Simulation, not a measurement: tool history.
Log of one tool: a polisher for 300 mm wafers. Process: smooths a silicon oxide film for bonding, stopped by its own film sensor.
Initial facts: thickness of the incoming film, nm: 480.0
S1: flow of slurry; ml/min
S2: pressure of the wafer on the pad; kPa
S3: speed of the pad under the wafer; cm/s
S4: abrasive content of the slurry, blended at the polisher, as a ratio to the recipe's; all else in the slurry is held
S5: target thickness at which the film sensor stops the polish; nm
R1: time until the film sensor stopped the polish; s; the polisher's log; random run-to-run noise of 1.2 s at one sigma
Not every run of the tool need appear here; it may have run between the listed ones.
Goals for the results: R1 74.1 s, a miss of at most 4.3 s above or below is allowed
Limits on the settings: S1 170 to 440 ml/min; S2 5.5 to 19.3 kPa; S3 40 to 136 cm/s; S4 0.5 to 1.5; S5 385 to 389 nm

Run 1, hour 0: S1 280 ml/min, S2 12.4 kPa, S3 88 cm/s, S4 1, S5 389 nm. Result: R1 152.99 s.
Run 2, hour 1.7: S1 280 ml/min, S2 14.5 kPa, S3 94 cm/s, S4 1, S5 389 nm. Result: R1 124.91 s.
Run 3, hour 10.4: S1 280 ml/min, S2 12.4 kPa, S3 94 cm/s, S4 1, S5 389 nm. Result: R1 144.95 s.
Run 4, hour 14.5: S1 280 ml/min, S2 13.8 kPa, S3 100 cm/s, S4 1, S5 389 nm. Result: R1 121.25 s.
Run 5, hour 17.9: S1 280 ml/min, S2 15.2 kPa, S3 102 cm/s, S4 1, S5 389 nm. Result: R1 110.25 s.
Run 6, hour 22.2: S1 280 ml/min, S2 15.9 kPa, S3 106 cm/s, S4 1, S5 389 nm. Result: R1 101.45 s.
Run 7, hour 31.1: S1 280 ml/min, S2 16.5 kPa, S3 108 cm/s, S4 1, S5 389 nm. Result: R1 100.01 s.
Run 8, hour 36.1: S1 280 ml/min, S2 17.2 kPa, S3 112 cm/s, S4 1, S5 389 nm. Result: R1 90.62 s.
Run 9, hour 38.1: S1 280 ml/min, S2 17.9 kPa, S3 114 cm/s, S4 1, S5 389 nm. Result: R1 86.148 s.
Run 10, hour 47.2: S1 280 ml/min, S2 17.9 kPa, S3 116 cm/s, S4 1, S5 389 nm. Result: R1 84.905 s.

Which single option among these 5 for the next run brings every result within its allowed miss of target? Just one does.
Run A, hour 56.3: S1 275 ml/min, S2 18.6 kPa, S3 130 cm/s, S4 1.05, S5 387 nm. Result: R1 ?.
Run B, hour 56.3: S1 310 ml/min, S2 19.3 kPa, S3 96 cm/s, S4 0.8, S5 389 nm. Result: R1 ?.
Run C, hour 56.3: S1 235 ml/min, S2 19.3 kPa, S3 110 cm/s, S4 1.15, S5 385 nm. Result: R1 ?.
Run D, hour 56.3: S1 315 ml/min, S2 18.6 kPa, S3 118 cm/s, S4 0.9, S5 389 nm. Result: R1 ?.
Run E, hour 56.3: S1 225 ml/min, S2 18.6 kPa, S3 112 cm/s, S4 1.05, S5 385 nm. Result: R1 ?.

move      R1
   A  77.825
   B  105.45
   C  85.892
   D  87.098
   E  92.329
A: hits every target within its allowed miss
B: the biggest miss grows against the last run
C: the biggest miss grows against the last run
D: the biggest miss grows against the last run
E: the biggest miss grows against the last run
Answer: A

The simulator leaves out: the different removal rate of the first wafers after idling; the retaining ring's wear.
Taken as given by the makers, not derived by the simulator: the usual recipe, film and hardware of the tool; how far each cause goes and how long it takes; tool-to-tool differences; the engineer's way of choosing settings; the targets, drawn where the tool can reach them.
